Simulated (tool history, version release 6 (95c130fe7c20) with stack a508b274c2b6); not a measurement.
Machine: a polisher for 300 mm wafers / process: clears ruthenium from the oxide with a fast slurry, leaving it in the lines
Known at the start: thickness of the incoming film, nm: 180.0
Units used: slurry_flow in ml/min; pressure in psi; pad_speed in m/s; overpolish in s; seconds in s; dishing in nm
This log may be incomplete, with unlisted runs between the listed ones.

run  hour  slurry_flow  pressure  pad_speed  slurry_solids  overpolish  seconds  dishing
  1   0.0          130       2.0       1.16            1.0          18   64.201   45.380
  2   4.6          130       2.0       1.16            1.0          10   63.693   25.859
  3   6.6          125       1.7       1.10            1.0          13   78.444   27.471
  4  10.3          125       2.0       1.10            1.0          13   66.147   32.284
  5  18.0          105       2.0       1.10            1.0          13   68.379   30.805
  6  19.3          105       2.5       1.10            1.0          13   55.836   38.945
  7  26.2          105       2.1       1.02            1.0          15   70.604   35.714
  8  31.9          105       1.8       0.98            1.0          16   82.123   31.836
  9  39.7          105       1.5       0.94            1.0          17  103.260   27.966
     42.3  -- worn pad replaced by a new one
 10  42.3          105       1.4       0.94            1.0          18  100.320   29.933
 11  46.6           90       0.9       0.70            1.0          21  190.110   18.965
 12  55.4          110       1.0       0.70            1.0          21  166.840   20.918
 13  59.7          110       1.0       0.70            1.0          21  167.500   21.785
 14  60.4          125       1.0       0.70            1.0          21  166.480   21.738
 15  61.4          130       1.1       0.70            1.0          21  149.590   24.029

Forecast run 16:
 16  63.3          135       1.1       0.70            1.0          21        ?        ?

For run 16 the tool returned seconds 147.210 s, dishing 22.949 nm.

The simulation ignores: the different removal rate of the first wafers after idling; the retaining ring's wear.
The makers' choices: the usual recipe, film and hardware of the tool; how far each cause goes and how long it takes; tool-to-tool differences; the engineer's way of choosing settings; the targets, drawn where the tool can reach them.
